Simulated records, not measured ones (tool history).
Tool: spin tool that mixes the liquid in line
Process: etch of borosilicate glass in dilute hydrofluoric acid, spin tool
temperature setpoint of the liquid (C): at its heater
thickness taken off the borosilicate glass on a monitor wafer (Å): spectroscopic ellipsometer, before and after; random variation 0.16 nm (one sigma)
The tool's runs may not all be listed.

run	hour	temperature setpoint of the liquid (C)	parts of water to one part of 49 % hydrofluoric acid (parts by volume)	time under the liquid (s)	thickness taken off the borosilicate glass on a monitor wafer (Å)
1	0	24	250	110	93.228
2	3.6	26.5	205	110	130.64
3	5.3	26.5	205	110	130.9
4	8.3	26.5	205	110	131.52
5	15.5	28.5	185	110	158.69
6	21.1	29.5	170	110	184.07

Forecast run 7:
# hour 26.3: hydrofluoric acid flow meter replaced
7	26.3	30.5	165	110	?

Run 7 gave thickness taken off the borosilicate glass on a monitor wafer (Å) 216.41.

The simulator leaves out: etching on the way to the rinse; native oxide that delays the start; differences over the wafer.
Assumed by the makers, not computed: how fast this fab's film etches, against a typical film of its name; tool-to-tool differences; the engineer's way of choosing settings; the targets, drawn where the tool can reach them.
